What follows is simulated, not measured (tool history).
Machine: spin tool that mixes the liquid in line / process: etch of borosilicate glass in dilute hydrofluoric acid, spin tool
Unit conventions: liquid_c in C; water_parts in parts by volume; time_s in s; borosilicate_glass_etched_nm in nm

{"run": 1, "day": 0.0, "liquid_c": 23, "water_parts": 210, "time_s": 280, "borosilicate_glass_etched_nm": 43.207}
{"run": 2, "day": 0.092, "liquid_c": 25, "water_parts": 200, "time_s": 280, "borosilicate_glass_etched_nm": 48.817}
{"run": 3, "day": 0.179, "liquid_c": 25, "water_parts": 200, "time_s": 300, "borosilicate_glass_etched_nm": 53.032}
{"run": 4, "day": 0.533, "liquid_c": 26.5, "water_parts": 195, "time_s": 300, "borosilicate_glass_etched_nm": 57.308}
{"run": 5, "day": 0.571, "liquid_c": 23.5, "water_parts": 195, "time_s": 300, "borosilicate_glass_etched_nm": 50.94}
{"run": 6, "day": 0.742, "liquid_c": 23.5, "water_parts": 195, "time_s": 300, "borosilicate_glass_etched_nm": 51.774}

Run 7 comes next. What will it give?
{"run": 7, "day": 1.096, "liquid_c": 25.5, "water_parts": 190, "time_s": 300, "borosilicate_glass_etched_nm": "?"}

borosilicate_glass_etched_nm: 56.591 nm

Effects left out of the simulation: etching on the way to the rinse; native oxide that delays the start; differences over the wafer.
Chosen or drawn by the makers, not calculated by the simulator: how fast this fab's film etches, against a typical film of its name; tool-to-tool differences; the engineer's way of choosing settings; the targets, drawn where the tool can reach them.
